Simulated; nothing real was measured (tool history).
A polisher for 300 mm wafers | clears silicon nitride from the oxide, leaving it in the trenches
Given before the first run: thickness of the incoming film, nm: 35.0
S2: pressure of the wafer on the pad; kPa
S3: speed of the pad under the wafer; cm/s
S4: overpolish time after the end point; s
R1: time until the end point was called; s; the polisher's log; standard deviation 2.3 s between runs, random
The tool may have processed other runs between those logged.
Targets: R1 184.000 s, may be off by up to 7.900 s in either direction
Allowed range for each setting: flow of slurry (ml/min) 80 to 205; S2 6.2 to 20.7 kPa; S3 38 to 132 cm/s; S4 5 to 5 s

{"run": 1, "hour": 0.0, "flow of slurry (ml/min)": 135, "S2": 13.1, "S3": 84, "S4": 5, "R1": 95.271}
{"run": 2, "hour": 8.6, "flow of slurry (ml/min)": 135, "S2": 13.1, "S3": 84, "S4": 5, "R1": 94.246}
{"run": 3, "hour": 17.0, "flow of slurry (ml/min)": 135, "S2": 11.0, "S3": 82, "S4": 5, "R1": 114.06}
{"run": 4, "hour": 20.0, "flow of slurry (ml/min)": 165, "S2": 11.0, "S3": 82, "S4": 5, "R1": 107.97}
{"run": 5, "hour": 25.4, "flow of slurry (ml/min)": 165, "S2": 11.0, "S3": 98, "S4": 5, "R1": 90.339}
{"run": 6, "hour": 27.0, "flow of slurry (ml/min)": 165, "S2": 11.0, "S3": 98, "S4": 5, "R1": 91.965}
{"run": 7, "hour": 35.9, "flow of slurry (ml/min)": 160, "S2": 9.7, "S3": 92, "S4": 5, "R1": 110.59}
{"run": 8, "hour": 37.0, "flow of slurry (ml/min)": 155, "S2": 9.0, "S3": 88, "S4": 5, "R1": 124.01}
{"hour": 41.2, "done": "slurry nozzle cleaned"}
{"run": 9, "hour": 41.2, "flow of slurry (ml/min)": 150, "S2": 8.3, "S3": 86, "S4": 5, "R1": 122.97}
{"run": 10, "hour": 49.2, "flow of slurry (ml/min)": 150, "S2": 7.6, "S3": 80, "S4": 5, "R1": 142.89}
{"run": 11, "hour": 55.3, "flow of slurry (ml/min)": 150, "S2": 6.9, "S3": 76, "S4": 5, "R1": 166.44}

4 next moves are on the table. One of them brings every result within its allowed miss. Which?
{"run": "A", "hour": 61.4, "flow of slurry (ml/min)": 160, "S2": 6.9, "S3": 58, "S4": 5, "R1": "?"}
{"run": "B", "hour": 61.4, "flow of slurry (ml/min)": 150, "S2": 8.3, "S3": 68, "S4": 5, "R1": "?"}
{"run": "C", "hour": 61.4, "flow of slurry (ml/min)": 150, "S2": 6.2, "S3": 76, "S4": 5, "R1": "?"}
{"run": "D", "hour": 61.4, "flow of slurry (ml/min)": 175, "S2": 6.2, "S3": 66, "S4": 5, "R1": "?"}

move=A R1=208.890
move=B R1=152.540
move=C R1=179.880
move=D R1=200.830
A: carries the result that was furthest off beyond its target, to the other side
B: further off than the last run
C: in spec on every target
D: carries the result that was furthest off beyond its target, to the other side
Answer: C

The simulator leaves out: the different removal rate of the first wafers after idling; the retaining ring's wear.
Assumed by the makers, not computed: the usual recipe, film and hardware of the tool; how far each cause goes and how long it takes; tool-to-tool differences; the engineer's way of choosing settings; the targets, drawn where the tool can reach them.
